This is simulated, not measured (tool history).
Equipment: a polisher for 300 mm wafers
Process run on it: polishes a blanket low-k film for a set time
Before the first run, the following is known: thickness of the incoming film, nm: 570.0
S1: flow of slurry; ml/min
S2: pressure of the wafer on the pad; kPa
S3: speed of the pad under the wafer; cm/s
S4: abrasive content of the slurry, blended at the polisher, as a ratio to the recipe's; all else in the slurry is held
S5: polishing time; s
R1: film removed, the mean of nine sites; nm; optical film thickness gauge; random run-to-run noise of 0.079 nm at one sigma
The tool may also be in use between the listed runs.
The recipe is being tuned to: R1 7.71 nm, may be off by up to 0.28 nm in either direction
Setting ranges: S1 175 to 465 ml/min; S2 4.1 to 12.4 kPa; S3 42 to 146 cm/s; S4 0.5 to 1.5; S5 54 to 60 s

Run 1, hour 0: S1 295 ml/min, S2 8.3 kPa, S3 94 cm/s, S4 1, S5 60 s. Result: R1 13.351 nm.
Run 2, hour 1.3: S1 295 ml/min, S2 7.6 kPa, S3 92 cm/s, S4 1, S5 60 s. Result: R1 11.849 nm.
Run 3, hour 9.4: S1 295 ml/min, S2 9 kPa, S3 92 cm/s, S4 1, S5 60 s. Result: R1 14.213 nm.
Run 4, hour 14.5: S1 295 ml/min, S2 8.3 kPa, S3 92 cm/s, S4 1, S5 60 s. Result: R1 13.064 nm.
Run 5, hour 18: S1 295 ml/min, S2 8.3 kPa, S3 92 cm/s, S4 1.1, S5 60 s. Result: R1 13.717 nm.
Run 6, hour 22.1: S1 295 ml/min, S2 8.3 kPa, S3 92 cm/s, S4 1.25, S5 60 s. Result: R1 14.379 nm.
Run 7, hour 27.2: S1 295 ml/min, S2 7.6 kPa, S3 90 cm/s, S4 1.25, S5 60 s. Result: R1 12.878 nm.
Run 8, hour 30.1: S1 295 ml/min, S2 6.9 kPa, S3 88 cm/s, S4 1.25, S5 60 s. Result: R1 11.788 nm.
Run 9, hour 37.4: S1 295 ml/min, S2 6.2 kPa, S3 86 cm/s, S4 1.25, S5 60 s. Result: R1 10.341 nm.
Run 10, hour 39.8: S1 295 ml/min, S2 4.1 kPa, S3 84 cm/s, S4 1.25, S5 60 s. Result: R1 6.9259 nm.

Which of these 4 next moves meets every target?
Run A, hour 42.2: S1 320 ml/min, S2 4.8 kPa, S3 90 cm/s, S4 1.3, S5 59 s. Result: R1 ?.
Run B, hour 42.2: S1 260 ml/min, S2 4.8 kPa, S3 64 cm/s, S4 1.45, S5 58 s. Result: R1 ?.
Run C, hour 42.2: S1 240 ml/min, S2 4.8 kPa, S3 82 cm/s, S4 1.35, S5 59 s. Result: R1 ?.
Run D, hour 42.2: S1 235 ml/min, S2 4.8 kPa, S3 84 cm/s, S4 1.15, S5 57 s. Result: R1 ?.

move      R1
   A  8.5576
   B  6.5491
   C  7.8208
   D  7.1696
A: pushes the last run's worst result past its target
B: moves away from the targets compared with the last run
C: in spec on every target
D: moves toward the targets from the last run without getting all of them in spec
The move that meets every target is C.
